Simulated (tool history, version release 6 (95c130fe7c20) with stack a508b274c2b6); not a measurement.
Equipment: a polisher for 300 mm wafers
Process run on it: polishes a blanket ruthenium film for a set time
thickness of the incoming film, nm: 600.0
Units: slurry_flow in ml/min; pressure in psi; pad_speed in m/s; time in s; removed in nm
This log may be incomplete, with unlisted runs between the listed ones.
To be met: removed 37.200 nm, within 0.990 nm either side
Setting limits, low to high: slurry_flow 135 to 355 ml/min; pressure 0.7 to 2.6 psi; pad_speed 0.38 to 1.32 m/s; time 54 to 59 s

run	hour	slurry_flow	pressure	pad_speed	time	removed
1	0.0	225	1.6	0.84	59	49.994
2	6.6	225	1.6	1.02	59	61.304
3	8.2	220	1.5	1.02	59	56.737
4	10.3	220	1.5	1.02	54	51.690
5	18.8	220	1.8	1.02	54	61.717
6	20.6	165	1.8	1.02	54	60.491
7	29.3	165	1.7	1.02	54	57.349
8	32.5	160	1.2	1.00	54	39.452
9	39.7	155	1.2	1.00	54	39.523
10	41.1	150	1.2	1.00	54	39.063

Which one of the following 4 next-run settings gets every result inside its allowed miss? There is exactly one.
A	42.5	150	1.0	1.14	54	?
B	42.5	195	1.2	0.98	54	?
C	42.5	170	1.3	0.92	57	?
D	42.5	195	1.1	1.04	57	?

move	removed
A	37.127
B	39.575
C	41.653
D	40.722
A: every result within its allowed miss
B: the biggest miss grows against the last run
C: the biggest miss grows against the last run
D: the biggest miss grows against the last run
A meets every target.
